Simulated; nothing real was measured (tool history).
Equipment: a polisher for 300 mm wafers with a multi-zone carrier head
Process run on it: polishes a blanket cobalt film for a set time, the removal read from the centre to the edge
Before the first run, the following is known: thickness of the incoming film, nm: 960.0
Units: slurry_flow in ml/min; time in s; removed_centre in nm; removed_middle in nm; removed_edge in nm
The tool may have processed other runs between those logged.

| run | day | slurry_flow | centre_zone | middle_zone | edge_zone | time | removed_centre | removed_middle | removed_edge |
|---|---|---|---|---|---|---|---|---|---|
| 1 | 0 | 140 | 1 | 1 | 1 | 43 | 140.39 | 141.29 | 142.9 |
| 2 | 0.175 | 140 | 1 | 1 | 1 | 51 | 166.62 | 164.75 | 169.93 |
| 3 | 0.283 | 135 | 0.98 | 1 | 0.98 | 50 | 156.86 | 161.1 | 162.74 |
| 4 | 0.579 | 130 | 0.97 | 0.99 | 0.96 | 49 | 152.61 | 157.17 | 157.17 |
| 5 | 0.733 | 130 | 1.03 | 0.99 | 0.96 | 49 | 160.39 | 156.95 | 156.67 |
| 6 | 1.071 | 125 | 1.01 | 0.98 | 0.95 | 48 | 155.29 | 152.18 | 154.4 |
| 7 | 1.438 | 110 | 0.91 | 1.02 | 0.9 | 40 | 113.54 | 126.79 | 120.64 |

Predict the results of run 8:
| 8 | 1.479 | 115 | 0.91 | 1.02 | 0.91 | 40 | ? | ? | ? |

{"run 8": {"removed_centre": 114.86, "removed_middle": 128.39, "removed_edge": 122.68}}
